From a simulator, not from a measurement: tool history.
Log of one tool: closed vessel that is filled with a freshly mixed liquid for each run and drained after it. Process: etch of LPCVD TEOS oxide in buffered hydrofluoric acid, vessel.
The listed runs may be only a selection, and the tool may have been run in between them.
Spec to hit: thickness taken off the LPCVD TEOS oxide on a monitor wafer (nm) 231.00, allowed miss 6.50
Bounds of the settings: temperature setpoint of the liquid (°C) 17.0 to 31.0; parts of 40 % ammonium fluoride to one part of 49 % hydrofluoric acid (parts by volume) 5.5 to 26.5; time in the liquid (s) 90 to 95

| run | hour | temperature setpoint of the liquid (°C) | parts of 40 % ammonium fluoride to one part of 49 % hydrofluoric acid (parts by volume) | time in the liquid (s) | thickness taken off the LPCVD TEOS oxide on a monitor wafer (nm) |
|---|---|---|---|---|---|
| 1 | 0.0 | 23.0 | 16.0 | 90 | 122.75 |
| 2 | 8.3 | 24.5 | 15.0 | 90 | 143.75 |
| 3 | 11.6 | 26.0 | 14.5 | 90 | 160.51 |
| 4 | 15.3 | 27.0 | 14.0 | 90 | 174.22 |
| 5 | 21.8 | 28.0 | 13.5 | 90 | 189.67 |
| 6 | 24.4 | 28.0 | 13.5 | 95 | 203.36 |
| 7 | 28.0 | 28.5 | 13.5 | 95 | 209.10 |
| 8 | 33.3 | 29.0 | 13.5 | 95 | 213.11 |
| 9 | 39.3 | 29.5 | 13.5 | 95 | 217.17 |
| 10 | 43.5 | 30.0 | 13.5 | 95 | 224.62 |

4 candidate next runs follow, results not yet known. Just one meets every target within its allowed miss. Identify it.
| A | 47.7 | 31.0 | 14.0 | 90 | ? |
| B | 47.7 | 27.5 | 11.5 | 90 | ? |
| C | 47.7 | 29.0 | 12.5 | 95 | ? |
| D | 47.7 | 30.5 | 14.5 | 95 | ? |

| move | thickness taken off the LPCVD TEOS oxide on a monitor wafer (nm) |
|---|---|
| A | 216.42 |
| B | 218.05 |
| C | 229.76 |
| D | 215.03 |
A: further off than the last run
B: further off than the last run
C: every result lands within tolerance
D: further off than the last run
Move C is the one to make.
